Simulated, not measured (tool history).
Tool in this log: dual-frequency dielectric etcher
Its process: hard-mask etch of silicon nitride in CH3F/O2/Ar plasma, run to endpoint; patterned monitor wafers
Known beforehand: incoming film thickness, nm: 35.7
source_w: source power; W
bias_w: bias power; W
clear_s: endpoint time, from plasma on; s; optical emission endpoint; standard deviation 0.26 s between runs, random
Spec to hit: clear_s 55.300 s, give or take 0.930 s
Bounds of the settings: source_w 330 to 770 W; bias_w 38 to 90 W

run	day	source_w	bias_w	clear_s
1	0.000	550	64	42.721
2	0.317	510	61	44.299
3	0.679	510	71	41.539
4	0.912	510	64	43.616
5	1.167	510	69	41.826
6	1.496	480	65	43.839
7	1.567	460	61	45.512
8	1.838	440	58	47.815
9	2.042	420	56	49.160
10	2.250	410	55	49.811
11	2.304	400	54	51.099
12	2.333	390	53	52.119

Exactly one of the 4 candidate moves below puts every result within its allowed miss. Which one?
A	2.362	370	51	?
B	2.362	440	38	?
C	2.362	330	52	?
D	2.362	330	48	?

move	clear_s
A	53.586
B	57.179
C	55.175
D	57.107
A: an improvement on the last run, though not all results are within tolerance
B: moves the result that the last run missed by most past its target, out the other side
C: in spec on every target
D: moves the result that the last run missed by most past its target, out the other side
Correct choice: C, which meets every target
